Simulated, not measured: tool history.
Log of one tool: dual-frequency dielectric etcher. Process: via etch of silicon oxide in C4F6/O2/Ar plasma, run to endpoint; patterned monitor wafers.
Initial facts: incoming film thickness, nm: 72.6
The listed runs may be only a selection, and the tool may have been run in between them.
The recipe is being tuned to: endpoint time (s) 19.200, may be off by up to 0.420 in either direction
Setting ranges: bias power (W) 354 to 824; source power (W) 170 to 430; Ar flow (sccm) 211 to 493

run	hour	bias power (W)	source power (W)	Ar flow (sccm)	endpoint time (s)
1	0.0	589	300	352	16.063
2	2.9	589	300	302	15.738
3	3.6	589	300	245	15.712
4	9.3	525	280	247	16.735
5	10.7	525	280	310	17.039
6	12.9	481	280	311	17.630
7	21.0	451	280	312	17.899
8	24.4	426	280	313	18.213
9	32.9	407	280	314	18.669
10	40.5	397	280	314	18.675

Below are 4 possible settings for the next run. Only one of them brings all results inside the allowed miss of their targets. Which is it?
A	48.1	405	260	319	?
B	48.1	392	300	292	?
C	48.1	364	310	284	?
D	48.1	373	320	250	?

move	endpoint time (s)
A	19.161
B	18.174
C	18.340
D	17.800
A: in spec on every target
B: the biggest miss grows against the last run
C: the biggest miss grows against the last run
D: the biggest miss grows against the last run
Move A is the one to make.

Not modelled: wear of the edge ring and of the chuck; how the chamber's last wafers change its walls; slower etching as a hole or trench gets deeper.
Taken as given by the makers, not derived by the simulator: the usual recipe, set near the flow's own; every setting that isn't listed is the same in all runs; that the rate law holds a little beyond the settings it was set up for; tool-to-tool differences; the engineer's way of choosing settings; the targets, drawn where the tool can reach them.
